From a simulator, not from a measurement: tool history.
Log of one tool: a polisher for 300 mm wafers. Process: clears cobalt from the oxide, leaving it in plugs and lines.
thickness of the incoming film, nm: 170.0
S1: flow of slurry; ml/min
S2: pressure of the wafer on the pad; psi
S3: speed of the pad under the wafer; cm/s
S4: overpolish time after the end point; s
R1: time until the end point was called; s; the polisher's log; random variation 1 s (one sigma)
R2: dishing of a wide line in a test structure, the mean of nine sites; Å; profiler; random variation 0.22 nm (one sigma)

| run | hour | S1 | S2 | S3 | S4 | R1 | R2 |
|---|---|---|---|---|---|---|---|
| 1 | 0.0 | 305 | 1.6 | 90 | 16 | 57.788 | 342.13 |
| 2 | 3.8 | 305 | 1.5 | 90 | 15 | 60.330 | 320.17 |
| 3 | 7.0 | 305 | 1.4 | 90 | 14 | 65.819 | 284.53 |
| 4 | 12.7 | 305 | 1.3 | 90 | 13 | 69.745 | 256.04 |
| 5 | 17.7 | 305 | 1.0 | 90 | 13 | 88.834 | 212.91 |
| 6 | 21.0 | 305 | 1.2 | 90 | 13 | 76.513 | 240.83 |
| 7 | 29.0 | 305 | 1.2 | 90 | 13 | 74.375 | 243.39 |
| 8 | 36.7 | 305 | 1.2 | 90 | 13 | 74.519 | 244.31 |

Forecast run 9:
| 9 | 44.8 | 305 | 1.2 | 90 | 13 | ? | ? |

R1: 75.420 s
R2: 240.86 Å
